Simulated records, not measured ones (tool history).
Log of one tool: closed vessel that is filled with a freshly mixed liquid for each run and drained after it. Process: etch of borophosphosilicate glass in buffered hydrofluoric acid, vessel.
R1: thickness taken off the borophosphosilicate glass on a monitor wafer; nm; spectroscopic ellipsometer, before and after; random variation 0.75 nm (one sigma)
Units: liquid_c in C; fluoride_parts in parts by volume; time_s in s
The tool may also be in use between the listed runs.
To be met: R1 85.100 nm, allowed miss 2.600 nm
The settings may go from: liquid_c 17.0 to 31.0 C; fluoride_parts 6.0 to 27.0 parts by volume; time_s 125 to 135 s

Run 1, hour 0.0: liquid_c 23.0 C, fluoride_parts 16.5 parts by volume, time_s 125 s. Result: R1 96.602 nm.
Run 2, hour 2.3: liquid_c 23.0 C, fluoride_parts 16.5 parts by volume, time_s 125 s. Result: R1 96.667 nm.
Run 3, hour 9.3: liquid_c 19.5 C, fluoride_parts 16.5 parts by volume, time_s 125 s. Result: R1 78.253 nm.
Run 4, hour 11.8: liquid_c 20.0 C, fluoride_parts 16.5 parts by volume, time_s 125 s. Result: R1 81.279 nm.
Run 5, hour 15.1: liquid_c 20.0 C, fluoride_parts 20.0 parts by volume, time_s 125 s. Result: R1 67.842 nm.
Run 6, hour 22.2: liquid_c 21.0 C, fluoride_parts 20.0 parts by volume, time_s 125 s. Result: R1 70.763 nm.
Run 7, hour 27.0: liquid_c 21.0 C, fluoride_parts 20.0 parts by volume, time_s 125 s. Result: R1 71.678 nm.
Run 8, hour 30.1: liquid_c 21.5 C, fluoride_parts 20.0 parts by volume, time_s 125 s. Result: R1 72.671 nm.
Run 9, hour 34.7: liquid_c 22.0 C, fluoride_parts 20.0 parts by volume, time_s 125 s. Result: R1 75.533 nm.
Run 10, hour 42.1: liquid_c 22.5 C, fluoride_parts 20.0 parts by volume, time_s 125 s. Result: R1 77.348 nm.
Run 11, hour 44.0: liquid_c 23.0 C, fluoride_parts 20.0 parts by volume, time_s 125 s. Result: R1 79.980 nm.
Run 12, hour 47.5: liquid_c 23.5 C, fluoride_parts 20.0 parts by volume, time_s 125 s. Result: R1 81.759 nm.

5 next moves are on the table. One of them brings every result within its allowed miss. Which?
Run A, hour 51.0: liquid_c 24.5 C, fluoride_parts 19.0 parts by volume, time_s 125 s. Result: R1 ?.
Run B, hour 51.0: liquid_c 21.0 C, fluoride_parts 19.0 parts by volume, time_s 130 s. Result: R1 ?.
Run C, hour 51.0: liquid_c 21.0 C, fluoride_parts 19.5 parts by volume, time_s 135 s. Result: R1 ?.
Run D, hour 51.0: liquid_c 26.0 C, fluoride_parts 24.0 parts by volume, time_s 135 s. Result: R1 ?.
Run E, hour 51.0: liquid_c 23.0 C, fluoride_parts 19.5 parts by volume, time_s 130 s. Result: R1 ?.

move      R1
   A  89.793
   B  77.141
   C  78.072
   D  88.125
   E  83.898
A: takes the result that was furthest off past its target
B: further off than the last run
C: further off than the last run
D: takes the result that was furthest off past its target
E: meets every target
Move E is the one to make.
